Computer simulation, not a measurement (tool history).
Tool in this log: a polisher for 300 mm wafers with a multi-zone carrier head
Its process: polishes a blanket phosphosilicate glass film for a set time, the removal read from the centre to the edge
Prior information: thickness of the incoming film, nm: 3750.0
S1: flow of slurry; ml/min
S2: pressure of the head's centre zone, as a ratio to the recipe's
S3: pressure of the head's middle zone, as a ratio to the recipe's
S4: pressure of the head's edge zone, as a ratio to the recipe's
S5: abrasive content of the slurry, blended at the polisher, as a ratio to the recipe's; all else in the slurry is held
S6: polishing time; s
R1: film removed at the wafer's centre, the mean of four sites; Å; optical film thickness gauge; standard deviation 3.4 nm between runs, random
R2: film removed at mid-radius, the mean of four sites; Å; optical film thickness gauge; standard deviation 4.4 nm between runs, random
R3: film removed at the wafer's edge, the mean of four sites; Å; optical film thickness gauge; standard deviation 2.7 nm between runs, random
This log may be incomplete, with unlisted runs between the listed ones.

| run | hour | S1 | S2 | S3 | S4 | S5 | S6 | R1 | R2 | R3 |
|---|---|---|---|---|---|---|---|---|---|---|
| 1 | 0.0 | 175 | 1.00 | 1.00 | 1.00 | 1.00 | 40 | 3748.2 | 3726.4 | 3603.7 |
| 2 | 5.5 | 175 | 1.00 | 1.00 | 0.95 | 1.00 | 40 | 3755.9 | 3771.1 | 3545.3 |
| 3 | 14.5 | 175 | 1.00 | 1.00 | 0.99 | 1.00 | 40 | 3722.5 | 3711.8 | 3566.6 |
| 4 | 18.6 | 175 | 1.00 | 1.00 | 0.99 | 0.90 | 40 | 3601.1 | 3696.5 | 3506.8 |
| 5 | 23.8 | 175 | 0.96 | 1.00 | 0.99 | 0.90 | 40 | 3456.3 | 3612.3 | 3468.9 |
| 6 | 25.9 | 185 | 0.98 | 0.97 | 1.02 | 0.90 | 40 | 3573.7 | 3492.4 | 3486.7 |
| 7 | 32.0 | 185 | 0.99 | 0.96 | 1.05 | 0.95 | 40 | 3651.5 | 3599.4 | 3653.7 |
| 8 | 33.6 | 195 | 1.01 | 0.94 | 1.07 | 0.95 | 40 | 3812.5 | 3607.9 | 3665.4 |
| 9 | 39.6 | 195 | 1.02 | 0.92 | 1.09 | 0.95 | 40 | 3797.6 | 3603.2 | 3754.4 |

The next listed run, before its measurement:
| 10 | 47.0 | 200 | 1.04 | 0.90 | 1.11 | 0.95 | 40 | ? | ? | ? |

Logged for run 10: R1 3896.2 Å, R2 3436.0 Å, R3 3787.6 Å.

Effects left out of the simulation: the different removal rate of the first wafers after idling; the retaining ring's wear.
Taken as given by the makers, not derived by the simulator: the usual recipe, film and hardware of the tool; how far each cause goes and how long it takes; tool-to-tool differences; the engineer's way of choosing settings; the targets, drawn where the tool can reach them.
